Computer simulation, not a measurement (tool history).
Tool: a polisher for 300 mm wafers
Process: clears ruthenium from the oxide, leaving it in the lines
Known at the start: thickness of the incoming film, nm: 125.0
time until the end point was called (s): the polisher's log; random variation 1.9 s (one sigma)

run  hour  flow of slurry (ml/min)  pressure of the wafer on the pad (kPa)  speed of the pad under the wafer (cm/s)  overpolish time after the end point (s)  time until the end point was called (s)
  1   0.0                      125                                    14.5                                       88                                       29                                  129.320
  2   6.1                      125                                    17.9                                       88                                       29                                  113.020
  3   9.8                      125                                    16.5                                       88                                       29                                  120.420
  4  13.1                      125                                    16.5                                       88                                       32                                  117.340
  5  21.8                      125                                    16.5                                       88                                       29                                  117.490
  6  30.5                      125                                    16.5                                      108                                       29                                   97.543
  7  31.3                      120                                    15.2                                      106                                       29                                  105.030
  8  39.0                      120                                    14.5                                      104                                       29                                  108.950
  9  39.9                      120                                    13.8                                      100                                       29                                  119.440
 10  41.4                      120                                    13.1                                       98                                       29                                  123.890
 11  44.5                      120                                    12.4                                       96                                       29                                  131.130

Run 12 comes next. What will it give?
 12  53.1                      120                                    11.7                                       94                                       29                                        ?

{"run 12": {"time until the end point was called (s)": 136.66}}
